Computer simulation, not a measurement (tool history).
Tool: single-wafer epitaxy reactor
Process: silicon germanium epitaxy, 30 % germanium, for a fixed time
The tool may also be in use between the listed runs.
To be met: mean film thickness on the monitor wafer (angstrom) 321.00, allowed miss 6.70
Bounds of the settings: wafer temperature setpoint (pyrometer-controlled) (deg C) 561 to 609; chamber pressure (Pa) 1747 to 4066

run    day  wafer temperature setpoint (pyrometer-controlled) (deg C)  chamber pressure (Pa)  mean film thickness on the monitor wafer (angstrom)
  1  0.000                                                        585                   2906                                               507.53
  2  0.067                                                        585                   3280                                               528.84
  3  0.125                                                        589                   3280                                               581.84
  4  0.162                                                        579                   3280                                               465.40
  5  0.521                                                        579                   3466                                               481.01
  6  0.575                                                        586                   3466                                               556.73
  7  0.696                                                        582                   3440                                               507.90
  8  0.783                                                        570                   3200                                               382.27
     0.892  -- pyrometer calibrated
  9  0.892                                                        569                   3200                                               336.13

4 next moves are on the table. One of them brings every result within its allowed miss. Which?
  A  1.000                                                        569                   2946                                                    ?
  B  1.000                                                        568                   3426                                                    ?
  C  1.000                                                        571                   3400                                                    ?
  D  1.000                                                        570                   3213                                                    ?

move  mean film thickness on the monitor wafer (angstrom)
   A                                               323.41
   B                                               337.02
   C                                               359.34
   D                                               343.11
A: meets every target
B: further off than the last run
C: further off than the last run
D: further off than the last run
Move A is the one to make.

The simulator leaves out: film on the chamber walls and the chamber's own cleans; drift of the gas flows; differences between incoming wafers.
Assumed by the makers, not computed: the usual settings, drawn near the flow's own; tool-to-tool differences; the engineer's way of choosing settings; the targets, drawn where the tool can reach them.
